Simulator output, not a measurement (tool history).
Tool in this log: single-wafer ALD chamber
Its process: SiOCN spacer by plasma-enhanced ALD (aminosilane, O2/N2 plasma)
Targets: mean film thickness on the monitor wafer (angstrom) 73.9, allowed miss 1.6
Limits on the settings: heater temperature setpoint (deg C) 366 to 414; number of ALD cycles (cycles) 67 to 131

run,hour,heater temperature setpoint (deg C),number of ALD cycles (cycles),mean film thickness on the monitor wafer (angstrom)
1,0,390,99,60.386
2,9.1,390,102,62.329
3,11.8,401,102,61.613
4,16.6,401,113,68.027
5,23.8,401,114,69.788
6,27.9,396,114,69.778
7,32.5,396,115,70.415
8,37.8,396,116,70.617
9,39.5,396,117,71.874

Exactly one of the 5 candidate moves below puts every result within its allowed miss. Which one?
A,41.2,410,119,?
B,41.2,392,121,?
C,41.2,398,115,?
D,41.2,395,127,?
E,41.2,395,115,?

move,mean film thickness on the monitor wafer (angstrom)
A,70.298
B,73.999
C,70.163
D,77.668
E,70.33
A: moves away from the targets compared with the last run
B: all results land within tolerance of their targets
C: moves away from the targets compared with the last run
D: the result that was furthest off in the last run now lies on the other side of its target
E: moves away from the targets compared with the last run
The right move is B.
